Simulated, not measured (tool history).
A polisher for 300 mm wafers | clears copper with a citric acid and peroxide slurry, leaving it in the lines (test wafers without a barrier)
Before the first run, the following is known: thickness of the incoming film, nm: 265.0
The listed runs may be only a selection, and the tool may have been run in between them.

run	day	flow of slurry (ml/min)	pressure of the wafer on the pad (psi)	speed of the pad under the wafer (cm/s)	abrasive content of the slurry	overpolish time after the end point (s)	time until the end point was called (s)	dishing of a wide line in a test structure (Å)
1	0.000	155	2.6	98	1.00	17	114.97	274.80
2	0.067	155	2.6	98	1.00	24	115.19	363.68
3	0.283	155	2.6	98	1.15	24	112.95	370.25
4	0.425	155	2.6	98	0.95	24	116.60	364.00
5	0.775	155	2.6	98	0.95	27	115.39	404.87
6	1.150	155	2.6	98	0.75	27	121.81	391.58
7	1.271	155	2.4	96	0.75	26	130.09	344.08
8	1.475	155	2.2	92	0.75	26	146.60	315.89
9	1.588	155	2.1	90	0.75	25	151.42	292.28
10	1.771	155	2.0	88	0.75	25	163.40	273.79

Forecast run 11:
11	1.954	155	1.9	86	0.75	25	?	?

time until the end point was called (s): 173.91
dishing of a wide line in a test structure (Å): 257.59
